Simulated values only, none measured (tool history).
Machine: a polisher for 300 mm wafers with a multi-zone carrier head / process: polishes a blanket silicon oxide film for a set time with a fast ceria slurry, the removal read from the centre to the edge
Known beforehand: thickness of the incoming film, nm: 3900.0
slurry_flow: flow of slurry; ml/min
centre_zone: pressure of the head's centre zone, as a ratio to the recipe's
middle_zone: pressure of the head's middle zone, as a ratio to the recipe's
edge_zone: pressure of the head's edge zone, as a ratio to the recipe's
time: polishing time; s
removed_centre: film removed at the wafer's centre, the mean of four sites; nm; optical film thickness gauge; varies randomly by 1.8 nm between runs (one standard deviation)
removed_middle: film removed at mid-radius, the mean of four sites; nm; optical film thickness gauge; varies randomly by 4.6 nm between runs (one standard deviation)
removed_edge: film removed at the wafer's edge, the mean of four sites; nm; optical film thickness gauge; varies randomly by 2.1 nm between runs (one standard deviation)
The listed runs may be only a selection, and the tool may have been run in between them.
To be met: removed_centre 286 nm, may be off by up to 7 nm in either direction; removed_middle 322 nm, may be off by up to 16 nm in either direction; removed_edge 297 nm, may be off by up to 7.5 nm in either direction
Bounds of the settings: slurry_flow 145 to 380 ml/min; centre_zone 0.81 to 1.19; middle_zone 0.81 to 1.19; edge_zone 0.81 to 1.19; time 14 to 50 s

run  hour  slurry_flow  centre_zone  middle_zone  edge_zone  time  removed_centre  removed_middle  removed_edge
  1     0          245            1            1          1    32          439.75          444.29        450.12
  2   2.9          245            1            1       1.04    32          444.71          441.19        460.13
  3     7          240         0.98            1       0.98    29          392.07          405.24        401.39
  4  13.3          240         0.98         0.93       0.98    29          391.77          385.92        406.38
  5    14          280         0.98         0.93       0.98    29          399.31          383.39        407.33
  6  18.6          250         0.98         0.93       0.98    29          396.06          386.17        402.58
  7  23.8          245         0.95         0.93       0.93    27          351.02          359.93        365.21
  8  25.6          225         0.92         0.97       0.83    22          276.87          296.66        278.83
  9  30.2          240         0.92         0.99       0.85    22          282.57          295.26        279.99
 10  38.3          220         0.92         1.01       0.87    22          275.85          301.59           289
     39.9  -- worn pad replaced by a new one
 11  39.9          225         0.92         1.03       0.88    22          304.38          331.28        315.73
 12    42          205         0.92         1.03       0.87    22          298.29          328.46        311.94
 13  45.2          215         0.91         1.03       0.86    22          295.83          329.83        312.48

4 candidate next runs follow, results not yet known. Just one meets every target within its allowed miss. Identify it.
  A  48.4          195         0.81         1.05       0.89    23               ?               ?             ?
  B  48.4          185         0.87         0.85       0.99    22               ?               ?             ?
  C  48.4          295         0.88         1.16       0.81    21               ?               ?             ?
  D  48.4          200         0.93         1.08       0.88    21               ?               ?             ?

move  removed_centre  removed_middle  removed_edge
   A          269.12          339.65        327.69
   B           274.2          283.55        328.37
   C          281.49          346.41        296.86
   D          283.56          316.58        298.31
A: its largest miss is bigger than the last run's
B: its largest miss is bigger than the last run's
C: corrects the largest miss of the last run, while another result sits out of spec
D: all results land within tolerance of their targets
Go with D: it meets all targets.
